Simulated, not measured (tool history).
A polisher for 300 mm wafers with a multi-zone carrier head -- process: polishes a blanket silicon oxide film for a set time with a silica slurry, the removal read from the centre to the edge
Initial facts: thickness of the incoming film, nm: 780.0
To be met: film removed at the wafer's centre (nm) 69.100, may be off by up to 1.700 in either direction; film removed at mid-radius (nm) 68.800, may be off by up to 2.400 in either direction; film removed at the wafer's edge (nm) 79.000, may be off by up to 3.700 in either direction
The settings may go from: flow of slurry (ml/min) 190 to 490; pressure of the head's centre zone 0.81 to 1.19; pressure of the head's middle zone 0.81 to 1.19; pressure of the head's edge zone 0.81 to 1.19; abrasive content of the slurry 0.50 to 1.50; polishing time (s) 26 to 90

run	hour	flow of slurry (ml/min)	pressure of the head's centre zone	pressure of the head's middle zone	pressure of the head's edge zone	abrasive content of the slurry	polishing time (s)	film removed at the wafer's centre (nm)	film removed at mid-radius (nm)	film removed at the wafer's edge (nm)
1	0.0	315	1.00	1.00	1.00	1.00	58	147.430	145.270	146.980
2	3.4	305	0.97	0.96	0.99	0.90	54	127.660	123.940	132.200
3	11.6	300	0.94	0.94	0.97	0.80	50	110.080	111.170	112.880
4	18.5	300	0.94	0.90	0.97	0.80	50	110.560	107.760	117.680
5	25.8	290	0.93	0.88	0.97	0.75	47	100.270	96.313	104.760
6	33.8	280	0.91	0.86	0.98	0.70	45	90.969	88.126	101.550
7	42.4	275	0.90	0.85	0.97	0.65	44	85.544	83.450	94.350
8	48.7	265	0.89	0.84	0.97	0.60	43	80.449	77.907	89.650
9	57.6	255	0.88	0.83	0.96	0.60	43	79.782	78.327	88.232

Next run, 4 choices. One meets every target within its allowed miss, the rest don't. Which?
A	66.5	225	0.92	0.81	0.97	0.50	41	?	?	?
B	66.5	300	0.85	0.87	0.99	0.60	38	?	?	?
C	66.5	240	0.91	0.89	1.06	0.75	34	?	?	?
D	66.5	225	0.92	0.81	0.90	0.50	39	?	?	?

move	film removed at the wafer's centre (nm)	film removed at mid-radius (nm)	film removed at the wafer's edge (nm)
A	73.669	68.438	80.690
B	69.342	72.789	82.009
C	69.504	69.286	80.015
D	70.076	65.106	74.116
A: closer than the last run, but not yet in spec
B: meets the target for the result that was furthest off, but another lies outside its allowed miss
C: all results in spec
D: meets the target for the result that was furthest off, but another lies outside its allowed miss
C meets every target.
